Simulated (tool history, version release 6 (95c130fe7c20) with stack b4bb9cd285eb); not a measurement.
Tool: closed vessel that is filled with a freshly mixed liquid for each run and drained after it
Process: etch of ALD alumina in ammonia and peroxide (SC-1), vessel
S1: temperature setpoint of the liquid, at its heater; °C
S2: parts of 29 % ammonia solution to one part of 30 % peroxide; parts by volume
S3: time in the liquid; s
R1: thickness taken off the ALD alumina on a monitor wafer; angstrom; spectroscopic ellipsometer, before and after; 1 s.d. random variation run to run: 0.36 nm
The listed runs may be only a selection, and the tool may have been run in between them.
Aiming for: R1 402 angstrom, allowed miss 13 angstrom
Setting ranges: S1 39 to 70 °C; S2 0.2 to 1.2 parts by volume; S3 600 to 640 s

run  hour    S1    S2   S3      R1
  1     0    55   0.9  600  518.17
  2   7.6    55   0.9  640  553.47
  3  10.1  57.5   0.9  640   629.9
  4  14.9  57.5  0.75  640   618.1
  5  23.3  57.5   0.9  640  627.52
  6  32.2  63.5   0.9  640  837.25
  7  40.8    60   0.9  640  713.32
  8  41.6    57   0.9  640  615.04
  9  48.6    55   0.9  640  557.71
 10  56.5  53.5   0.9  640  509.04
 11  63.9  52.5   0.9  640  480.19
 12  69.4  51.5   0.9  640  453.78

Exercise: of the 5 proposed moves below, exactly one satisfies all targets within the stated allowed misses. Which move is it?
  A  74.9  50.5  0.85  600   ?
  B  74.9    53   1.1  640   ?
  C  74.9    55     1  640   ?
  D  74.9    52   0.4  635   ?
  E  74.9    54     1  630   ?

move      R1
   A  404.67
   B  506.65
   C  558.75
   D  432.69
   E  521.48
A: every result lands within tolerance
B: further off than the last run
C: further off than the last run
D: nearer the targets than the last run, but a result is still out of spec
E: further off than the last run
Move A is the one to make.

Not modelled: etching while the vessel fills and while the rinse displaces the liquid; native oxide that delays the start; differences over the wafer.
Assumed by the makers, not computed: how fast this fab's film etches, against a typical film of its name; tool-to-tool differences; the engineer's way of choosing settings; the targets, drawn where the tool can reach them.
